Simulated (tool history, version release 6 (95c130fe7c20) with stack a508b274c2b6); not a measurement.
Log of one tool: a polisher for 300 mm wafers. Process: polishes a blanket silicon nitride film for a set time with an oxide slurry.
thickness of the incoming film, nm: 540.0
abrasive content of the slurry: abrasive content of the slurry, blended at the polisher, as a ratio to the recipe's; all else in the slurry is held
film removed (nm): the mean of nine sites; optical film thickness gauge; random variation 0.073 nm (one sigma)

run  hour  flow of slurry (ml/min)  pressure of the wafer on the pad (psi)  speed of the pad under the wafer (cm/s)  abrasive content of the slurry  polishing time (s)  film removed (nm)
  1   0.0                      185                                     2.5                                      110                             1.0                  41             19.318
  2   1.8                      185                                     1.9                                      110                             1.0                  41             14.885
  3   4.0                      180                                     1.7                                      110                             1.0                  41             13.370
  4   4.7                      170                                     1.6                                      110                             1.0                  41             12.684
  5  12.2                      160                                     1.5                                      110                             1.0                  41             11.658
  6  17.4                      160                                     1.9                                      110                             1.0                  41             14.590
  7  26.0                      160                                     1.8                                      110                             1.0                  41             14.022
  8  32.0                      160                                     1.7                                      110                             1.0                  41             13.052

Run 9 comes next. What will it give?
  9  36.3                      140                                     1.3                                      110                             1.0                  41                  ?

{"run 9": {"film removed (nm)": 10.082}}

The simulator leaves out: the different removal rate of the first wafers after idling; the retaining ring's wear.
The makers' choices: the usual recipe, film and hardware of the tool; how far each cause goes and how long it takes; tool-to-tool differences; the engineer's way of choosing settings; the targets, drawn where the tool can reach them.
